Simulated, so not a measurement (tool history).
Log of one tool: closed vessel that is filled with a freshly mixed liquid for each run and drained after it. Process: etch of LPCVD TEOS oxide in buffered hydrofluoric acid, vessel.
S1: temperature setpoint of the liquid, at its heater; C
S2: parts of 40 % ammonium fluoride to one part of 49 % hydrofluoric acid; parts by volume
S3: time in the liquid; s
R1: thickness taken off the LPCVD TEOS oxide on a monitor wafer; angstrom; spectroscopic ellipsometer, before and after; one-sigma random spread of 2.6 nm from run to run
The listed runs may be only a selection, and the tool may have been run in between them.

run 1 hour=0 | S1=21 S2=9 S3=100 | R1=2605.4
run 2 hour=6.3 | S1=21 S2=9 S3=100 | R1=2613.5
run 3 hour=13.6 | S1=23 S2=9 S3=100 | R1=2911.3
run 4 hour=14.5 | S1=26.5 S2=9 S3=100 | R1=3478.3
run 5 hour=15.6 | S1=26.5 S2=9 S3=105 | R1=3646.4
run 6 hour=23 | S1=26.5 S2=10.5 S3=105 | R1=3297.5
run 7 hour=30.6 | S1=27 S2=10.5 S3=105 | R1=3415.4

Run 8 comes next. What will it give?
run 8 hour=35.3 | S1=27.5 S2=10.5 S3=105 | R1=?

R1: 3461.6 angstrom
